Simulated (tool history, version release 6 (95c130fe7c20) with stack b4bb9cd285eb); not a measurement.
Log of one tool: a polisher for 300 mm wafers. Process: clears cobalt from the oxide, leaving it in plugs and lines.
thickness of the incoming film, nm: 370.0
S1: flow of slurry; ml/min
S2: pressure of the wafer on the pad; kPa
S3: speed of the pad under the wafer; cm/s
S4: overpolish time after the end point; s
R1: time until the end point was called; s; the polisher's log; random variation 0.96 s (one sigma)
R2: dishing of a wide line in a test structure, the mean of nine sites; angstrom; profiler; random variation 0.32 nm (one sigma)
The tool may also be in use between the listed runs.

{"run": 1, "hour": 0.0, "S1": 280, "S2": 13.1, "S3": 76, "S4": 9, "R1": 103.22, "R2": 257.78}
{"run": 2, "hour": 8.4, "S1": 280, "S2": 13.1, "S3": 64, "S4": 9, "R1": 118.21, "R2": 223.41}
{"run": 3, "hour": 11.7, "S1": 280, "S2": 14.5, "S3": 64, "S4": 8, "R1": 107.58, "R2": 214.03}
{"run": 4, "hour": 13.7, "S1": 280, "S2": 14.5, "S3": 56, "S4": 8, "R1": 121.78, "R2": 194.94}
{"run": 5, "hour": 21.2, "S1": 280, "S2": 11.7, "S3": 56, "S4": 8, "R1": 151.13, "R2": 161.26}
{"run": 6, "hour": 22.0, "S1": 280, "S2": 14.5, "S3": 56, "S4": 8, "R1": 124.31, "R2": 194.34}
{"run": 7, "hour": 28.9, "S1": 280, "S2": 16.5, "S3": 56, "S4": 8, "R1": 110.39, "R2": 217.9}
{"run": 8, "hour": 37.0, "S1": 280, "S2": 17.9, "S3": 58, "S4": 8, "R1": 99.216, "R2": 238.38}
{"hour": 39.3, "done": "head pressure recalibrated"}
{"run": 9, "hour": 39.3, "S1": 280, "S2": 17.9, "S3": 58, "S4": 8, "R1": 90.253, "R2": 254.81}

The next listed run, before its measurement:
{"run": 10, "hour": 41.9, "S1": 280, "S2": 18.6, "S3": 58, "S4": 8, "R1": "?", "R2": "?"}

{"run 10": {"R1": 87.449, "R2": 261.73}}

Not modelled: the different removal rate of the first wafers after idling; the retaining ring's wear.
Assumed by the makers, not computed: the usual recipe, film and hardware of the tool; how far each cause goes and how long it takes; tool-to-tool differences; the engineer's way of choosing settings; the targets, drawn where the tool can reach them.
